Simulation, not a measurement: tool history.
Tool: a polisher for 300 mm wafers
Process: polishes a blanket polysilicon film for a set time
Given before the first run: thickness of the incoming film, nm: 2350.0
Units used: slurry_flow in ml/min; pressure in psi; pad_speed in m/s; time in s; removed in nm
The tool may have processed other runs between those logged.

Run 1, hour 0: slurry_flow 265 ml/min, pressure 2.9 psi, pad_speed 1.04 m/s, time 66 s. Result: removed 577.32 nm.
Run 2, hour 8.4: slurry_flow 205 ml/min, pressure 2.9 psi, pad_speed 1.04 m/s, time 66 s. Result: removed 549.91 nm.
Run 3, hour 15.2: slurry_flow 200 ml/min, pressure 2.5 psi, pad_speed 1.02 m/s, time 66 s. Result: removed 466.17 nm.
Run 4, hour 19.3: slurry_flow 200 ml/min, pressure 1.9 psi, pad_speed 1.02 m/s, time 66 s. Result: removed 352.66 nm.
Run 5, hour 28.1: slurry_flow 200 ml/min, pressure 2.4 psi, pad_speed 1.02 m/s, time 66 s. Result: removed 437.65 nm.
Run 6, hour 29.8: slurry_flow 195 ml/min, pressure 2.2 psi, pad_speed 1.02 m/s, time 66 s. Result: removed 419.12 nm.

Forecast run 7:
Run 7, hour 38.5: slurry_flow 195 ml/min, pressure 2 psi, pad_speed 1.02 m/s, time 66 s. Result: removed ?.

For run 7 the tool returned removed 373.05 nm.
